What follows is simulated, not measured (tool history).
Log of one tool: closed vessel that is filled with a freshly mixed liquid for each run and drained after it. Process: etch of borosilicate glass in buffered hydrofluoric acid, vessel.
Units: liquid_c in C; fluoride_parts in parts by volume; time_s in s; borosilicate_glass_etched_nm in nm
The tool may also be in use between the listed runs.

Run 1, hour 0: liquid_c 21 C, fluoride_parts 11.5 parts by volume, time_s 30 s. Result: borosilicate_glass_etched_nm 29.913 nm.
Run 2, hour 1: liquid_c 23 C, fluoride_parts 10 parts by volume, time_s 30 s. Result: borosilicate_glass_etched_nm 38.619 nm.
Run 3, hour 5: liquid_c 23 C, fluoride_parts 12.5 parts by volume, time_s 30 s. Result: borosilicate_glass_etched_nm 30.743 nm.
Run 4, hour 8.3: liquid_c 21.5 C, fluoride_parts 12.5 parts by volume, time_s 30 s. Result: borosilicate_glass_etched_nm 28.596 nm.
Run 5, hour 11.8: liquid_c 19.5 C, fluoride_parts 12.5 parts by volume, time_s 30 s. Result: borosilicate_glass_etched_nm 25.44 nm.
Run 6, hour 18.4: liquid_c 22 C, fluoride_parts 11 parts by volume, time_s 30 s. Result: borosilicate_glass_etched_nm 32.483 nm.
Run 7, hour 24.3: liquid_c 26 C, fluoride_parts 7.5 parts by volume, time_s 30 s. Result: borosilicate_glass_etched_nm 59.056 nm.
Run 8, hour 28.6: liquid_c 26 C, fluoride_parts 7.5 parts by volume, time_s 30 s. Result: borosilicate_glass_etched_nm 58.449 nm.

The next listed run, before its measurement:
Run 9, hour 36.4: liquid_c 26.5 C, fluoride_parts 7.5 parts by volume, time_s 30 s. Result: borosilicate_glass_etched_nm ?.

{"run 9": {"borosilicate_glass_etched_nm": 60.264}}
